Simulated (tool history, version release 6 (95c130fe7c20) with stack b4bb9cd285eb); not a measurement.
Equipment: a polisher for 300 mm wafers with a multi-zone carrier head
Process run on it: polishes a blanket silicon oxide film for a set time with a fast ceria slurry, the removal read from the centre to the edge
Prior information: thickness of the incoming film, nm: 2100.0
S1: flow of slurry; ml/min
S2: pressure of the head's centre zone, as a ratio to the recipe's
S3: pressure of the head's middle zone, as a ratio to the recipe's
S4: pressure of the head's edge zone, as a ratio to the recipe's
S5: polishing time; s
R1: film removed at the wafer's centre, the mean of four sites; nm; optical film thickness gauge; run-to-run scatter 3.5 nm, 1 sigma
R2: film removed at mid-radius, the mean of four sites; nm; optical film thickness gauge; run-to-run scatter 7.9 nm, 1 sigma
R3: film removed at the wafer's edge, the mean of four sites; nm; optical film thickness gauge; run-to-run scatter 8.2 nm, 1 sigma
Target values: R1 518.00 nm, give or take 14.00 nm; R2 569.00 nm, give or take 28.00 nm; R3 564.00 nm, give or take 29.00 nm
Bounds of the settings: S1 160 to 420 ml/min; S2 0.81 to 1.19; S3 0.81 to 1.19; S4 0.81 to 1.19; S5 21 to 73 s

run	hour	S1	S2	S3	S4	S5	R1	R2	R3
1	0.0	270	1.00	1.00	1.00	47	611.96	597.82	609.11
2	0.9	270	1.00	1.00	1.00	51	663.78	661.51	660.32
3	3.4	265	0.96	0.99	0.97	50	620.90	657.53	644.96
4	9.8	265	0.96	0.99	0.97	54	667.85	701.13	686.79
5	14.6	260	0.94	0.97	0.95	52	636.91	656.56	658.77
6	21.2	205	0.94	0.97	0.95	52	611.66	629.09	627.98
7	29.5	195	0.92	0.96	0.93	51	580.25	612.94	618.84
8	33.4	190	0.91	0.96	0.91	50	559.79	597.59	592.69
9	41.8	185	0.90	0.96	0.90	50	550.65	620.23	605.88

Of the 5 settings listed for the next run, only one would bring every result within its allowed miss of target. Which one?
A	50.2	285	0.88	0.95	0.90	45	?	?	?
B	50.2	210	0.91	1.05	0.86	52	?	?	?
C	50.2	160	0.88	1.03	0.81	50	?	?	?
D	50.2	165	0.87	1.14	0.83	49	?	?	?
E	50.2	190	0.91	0.86	0.95	46	?	?	?

move	R1	R2	R3
A	523.83	560.65	562.20
B	601.73	676.14	619.77
C	533.06	613.46	564.10
D	519.95	655.94	559.55
E	523.11	504.10	566.43
A: meets every target
B: its largest miss is bigger than the last run's
C: gains on the last run, yet a result remains outside its allowed miss
D: brings the last run's worst result on target, with another outside its allowed miss
E: brings the last run's worst result on target, with another outside its allowed miss
The move that meets every target is A.

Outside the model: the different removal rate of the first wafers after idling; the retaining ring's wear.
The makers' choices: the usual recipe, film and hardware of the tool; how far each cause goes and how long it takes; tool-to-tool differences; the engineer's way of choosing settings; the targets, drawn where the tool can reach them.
